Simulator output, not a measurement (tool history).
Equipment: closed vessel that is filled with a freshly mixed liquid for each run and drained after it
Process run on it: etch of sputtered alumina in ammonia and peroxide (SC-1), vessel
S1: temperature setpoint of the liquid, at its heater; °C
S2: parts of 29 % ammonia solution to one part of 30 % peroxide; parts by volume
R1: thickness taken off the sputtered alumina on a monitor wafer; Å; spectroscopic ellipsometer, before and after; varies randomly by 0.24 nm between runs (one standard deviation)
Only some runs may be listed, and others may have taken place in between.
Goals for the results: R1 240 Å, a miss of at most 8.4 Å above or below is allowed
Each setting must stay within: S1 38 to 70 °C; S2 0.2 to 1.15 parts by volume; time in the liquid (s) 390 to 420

{"run": 1, "day": 0.0, "S1": 54, "S2": 0.65, "time in the liquid (s)": 390, "R1": 306.04}
{"run": 2, "day": 0.142, "S1": 52.5, "S2": 0.65, "time in the liquid (s)": 390, "R1": 285.97}
{"run": 3, "day": 0.179, "S1": 52.5, "S2": 0.55, "time in the liquid (s)": 390, "R1": 282.97}
{"run": 4, "day": 0.321, "S1": 52.5, "S2": 0.65, "time in the liquid (s)": 390, "R1": 280.85}
{"run": 5, "day": 0.612, "S1": 45.5, "S2": 0.65, "time in the liquid (s)": 390, "R1": 190.63}
{"run": 6, "day": 0.967, "S1": 45.5, "S2": 0.65, "time in the liquid (s)": 390, "R1": 192.87}
{"run": 7, "day": 1.333, "S1": 46.5, "S2": 0.65, "time in the liquid (s)": 390, "R1": 205.03}
{"run": 8, "day": 1.488, "S1": 47.5, "S2": 0.65, "time in the liquid (s)": 390, "R1": 217.65}

Exactly one of the 5 candidate moves below puts every result within its allowed miss. Which one?
{"run": "A", "day": 1.642, "S1": 46.5, "S2": 0.8, "time in the liquid (s)": 420, "R1": "?"}
{"run": "B", "day": 1.642, "S1": 49, "S2": 0.7, "time in the liquid (s)": 390, "R1": "?"}
{"run": "C", "day": 1.642, "S1": 48, "S2": 0.6, "time in the liquid (s)": 390, "R1": "?"}
{"run": "D", "day": 1.642, "S1": 47.5, "S2": 0.4, "time in the liquid (s)": 420, "R1": "?"}
{"run": "E", "day": 1.642, "S1": 48, "S2": 0.7, "time in the liquid (s)": 395, "R1": "?"}

move=A R1=224.66
move=B R1=236.85
move=C R1=220.79
move=D R1=222.48
move=E R1=226.92
A: closer than the last run, but not yet in spec
B: every result lands within tolerance
C: closer than the last run, but not yet in spec
D: closer than the last run, but not yet in spec
E: closer than the last run, but not yet in spec
The move that meets every target is B.
